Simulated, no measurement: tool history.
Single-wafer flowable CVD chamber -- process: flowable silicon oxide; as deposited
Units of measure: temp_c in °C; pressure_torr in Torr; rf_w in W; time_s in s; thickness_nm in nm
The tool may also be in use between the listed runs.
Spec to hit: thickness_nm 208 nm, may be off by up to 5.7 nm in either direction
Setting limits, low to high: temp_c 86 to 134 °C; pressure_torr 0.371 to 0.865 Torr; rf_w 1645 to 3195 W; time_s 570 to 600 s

Run 1, day 0: temp_c 110 °C, pressure_torr 0.618 Torr, rf_w 2420 W, time_s 600 s. Result: thickness_nm 180.49 nm.
Run 2, day 0.05: temp_c 110 °C, pressure_torr 0.618 Torr, rf_w 2420 W, time_s 570 s. Result: thickness_nm 171.67 nm.
Run 3, day 0.158: temp_c 109 °C, pressure_torr 0.618 Torr, rf_w 2420 W, time_s 570 s. Result: thickness_nm 174.74 nm.
Run 4, day 0.471: temp_c 108 °C, pressure_torr 0.618 Torr, rf_w 2420 W, time_s 570 s. Result: thickness_nm 180.44 nm.
Run 5, day 0.625: temp_c 108 °C, pressure_torr 0.618 Torr, rf_w 2635 W, time_s 570 s. Result: thickness_nm 184.77 nm.
Run 6, day 0.662: temp_c 107 °C, pressure_torr 0.618 Torr, rf_w 2635 W, time_s 570 s. Result: thickness_nm 189.74 nm.
Run 7, day 0.979: temp_c 106 °C, pressure_torr 0.618 Torr, rf_w 2635 W, time_s 570 s. Result: thickness_nm 195.24 nm.
Run 8, day 1.175: temp_c 105 °C, pressure_torr 0.618 Torr, rf_w 2635 W, time_s 570 s. Result: thickness_nm 201.19 nm.

Of the 4 settings listed for the next run, only one would bring every result within its allowed miss of target. Which one?
Run A, day 1.371: temp_c 112 °C, pressure_torr 0.691 Torr, rf_w 2785 W, time_s 595 s. Result: thickness_nm ?.
Run B, day 1.371: temp_c 106 °C, pressure_torr 0.625 Torr, rf_w 2710 W, time_s 570 s. Result: thickness_nm ?.
Run C, day 1.371: temp_c 105 °C, pressure_torr 0.589 Torr, rf_w 2600 W, time_s 574 s. Result: thickness_nm ?.
Run D, day 1.371: temp_c 108 °C, pressure_torr 0.696 Torr, rf_w 3120 W, time_s 570 s. Result: thickness_nm ?.

move  thickness_nm
   A        192.56
   B        197.85
   C        192.69
   D        210.39
A: lands further from the targets than the last run did
B: lands further from the targets than the last run did
C: lands further from the targets than the last run did
D: every result within its allowed miss
The move that meets every target is D.

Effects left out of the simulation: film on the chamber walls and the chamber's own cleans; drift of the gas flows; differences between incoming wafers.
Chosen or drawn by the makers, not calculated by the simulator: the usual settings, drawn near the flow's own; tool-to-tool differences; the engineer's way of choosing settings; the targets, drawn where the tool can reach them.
